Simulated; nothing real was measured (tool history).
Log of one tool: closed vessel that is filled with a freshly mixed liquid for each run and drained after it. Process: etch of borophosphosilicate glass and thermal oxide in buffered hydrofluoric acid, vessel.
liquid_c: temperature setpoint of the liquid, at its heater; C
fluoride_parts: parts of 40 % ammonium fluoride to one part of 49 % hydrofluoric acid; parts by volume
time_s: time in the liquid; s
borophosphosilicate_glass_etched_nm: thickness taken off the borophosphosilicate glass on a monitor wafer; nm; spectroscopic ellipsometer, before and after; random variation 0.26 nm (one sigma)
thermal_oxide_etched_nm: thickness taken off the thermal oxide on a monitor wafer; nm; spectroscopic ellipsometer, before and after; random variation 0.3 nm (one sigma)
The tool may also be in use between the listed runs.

run  hour  liquid_c  fluoride_parts  time_s  borophosphosilicate_glass_etched_nm  thermal_oxide_etched_nm
  1   0.0      20.0            23.5      60                               34.300                   25.127
  2   1.8      22.0            23.5      60                               38.684                   27.840
  3   2.4      23.5            23.0      60                               42.733                   30.849
  4   7.6      24.5            23.0      60                               44.435                   32.363
  5  11.0      22.0            23.0      60                               39.319                   28.390
  6  14.6      18.5            23.0      60                               32.177                   23.399
  7  22.4      18.5            23.0      60                               32.212                   23.533

Run 8 comes next. What will it give?
  8  30.5      21.0            23.0      60                                    ?                        ?

Run 8 gave borophosphosilicate_glass_etched_nm 37.325 nm, thermal_oxide_etched_nm 26.930 nm.
